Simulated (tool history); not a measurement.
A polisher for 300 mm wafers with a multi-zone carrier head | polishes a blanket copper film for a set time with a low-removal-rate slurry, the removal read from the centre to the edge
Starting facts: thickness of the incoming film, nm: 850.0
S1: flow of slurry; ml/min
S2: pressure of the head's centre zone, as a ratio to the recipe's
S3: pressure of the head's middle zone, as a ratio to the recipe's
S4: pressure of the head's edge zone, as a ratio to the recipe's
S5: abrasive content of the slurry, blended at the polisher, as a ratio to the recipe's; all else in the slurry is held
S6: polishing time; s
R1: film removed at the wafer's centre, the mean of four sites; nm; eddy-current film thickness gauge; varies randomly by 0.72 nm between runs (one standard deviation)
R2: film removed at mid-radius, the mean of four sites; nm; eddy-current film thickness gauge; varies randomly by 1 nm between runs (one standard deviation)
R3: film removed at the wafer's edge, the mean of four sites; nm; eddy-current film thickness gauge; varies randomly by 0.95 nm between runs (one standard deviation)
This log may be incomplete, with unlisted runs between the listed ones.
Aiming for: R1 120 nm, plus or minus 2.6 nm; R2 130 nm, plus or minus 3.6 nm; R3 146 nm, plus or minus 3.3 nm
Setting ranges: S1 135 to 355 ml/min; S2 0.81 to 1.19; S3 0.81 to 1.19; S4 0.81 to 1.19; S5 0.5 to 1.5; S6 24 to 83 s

Run 1, day 0: S1 225 ml/min, S2 1, S3 1, S4 1, S5 1, S6 53 s. Result: R1 177.13 nm, R2 181.59 nm, R3 184.96 nm.
Run 2, day 0.333: S1 225 ml/min, S2 1, S3 0.97, S4 1, S5 1, S6 53 s. Result: R1 177.34 nm, R2 175.61 nm, R3 183.05 nm.
Run 3, day 0.458: S1 210 ml/min, S2 0.96, S3 0.95, S4 0.99, S5 0.9, S6 53 s. Result: R1 165.97 nm, R2 170.7 nm, R3 178.4 nm.
Run 4, day 0.658: S1 210 ml/min, S2 0.96, S3 1.03, S4 0.99, S5 0.9, S6 53 s. Result: R1 165.06 nm, R2 182.19 nm, R3 178.89 nm.
Run 5, day 0.933: S1 200 ml/min, S2 0.93, S3 0.99, S4 0.99, S5 0.8, S6 52 s. Result: R1 151.87 nm, R2 166.61 nm, R3 169.09 nm.
Run 6, day 1.133: S1 200 ml/min, S2 0.93, S3 1.05, S4 0.99, S5 0.8, S6 52 s. Result: R1 154.61 nm, R2 178.14 nm, R3 169.07 nm.
Run 7, day 1.225: S1 190 ml/min, S2 0.91, S3 1, S4 0.98, S5 0.75, S6 52 s. Result: R1 148.78 nm, R2 164.85 nm, R3 163.79 nm.
Run 8, day 1.25: S1 140 ml/min, S2 0.81, S3 0.9, S4 1, S5 0.5, S6 50 s. Result: R1 113.14 nm, R2 131.77 nm, R3 144.9 nm.
Run 9, day 1.329: S1 145 ml/min, S2 0.82, S3 0.89, S4 1, S5 0.5, S6 50 s. Result: R1 114.95 nm, R2 132 nm, R3 145.2 nm.
Run 10, day 1.508: S1 150 ml/min, S2 0.83, S3 0.88, S4 1, S5 0.5, S6 50 s. Result: R1 116.34 nm, R2 129.08 nm, R3 147.79 nm.
Run 11, day 1.754: S1 150 ml/min, S2 0.83, S3 0.88, S4 0.99, S5 0.5, S6 50 s. Result: R1 116.6 nm, R2 128.44 nm, R3 145.34 nm.
Run 12, day 1.908: S1 155 ml/min, S2 0.83, S3 0.88, S4 0.99, S5 0.5, S6 50 s. Result: R1 116.88 nm, R2 131.53 nm, R3 145.86 nm.

5 candidate next runs follow, results not yet known. Just one meets every target within its allowed miss. Identify it.
Run A, day 2.062: S1 150 ml/min, S2 0.81, S3 0.87, S4 0.96, S5 0.5, S6 50 s. Result: R1 ?, R2 ?, R3 ?.
Run B, day 2.062: S1 165 ml/min, S2 0.87, S3 0.85, S4 0.89, S5 0.6, S6 48 s. Result: R1 ?, R2 ?, R3 ?.
Run C, day 2.062: S1 140 ml/min, S2 0.85, S3 0.87, S4 0.98, S5 0.55, S6 50 s. Result: R1 ?, R2 ?, R3 ?.
Run D, day 2.062: S1 155 ml/min, S2 0.87, S3 0.93, S4 0.98, S5 0.5, S6 50 s. Result: R1 ?, R2 ?, R3 ?.
Run E, day 2.062: S1 160 ml/min, S2 0.82, S3 0.86, S4 0.94, S5 0.5, S6 49 s. Result: R1 ?, R2 ?, R3 ?.

move      R1      R2      R3
   A  112.14  129.92  143.23
   B  120.73  128.35  138.62
   C  118.25  131.06   146.3
   D  120.52  137.16  144.97
   E  112.17  127.24  139.81
A: the biggest miss grows against the last run
B: brings the result that was furthest off to its target, and leaves another outside
C: in spec on every target
D: brings the result that was furthest off to its target, and leaves another outside
E: the biggest miss grows against the last run
C is the move that brings every result within its allowed miss.
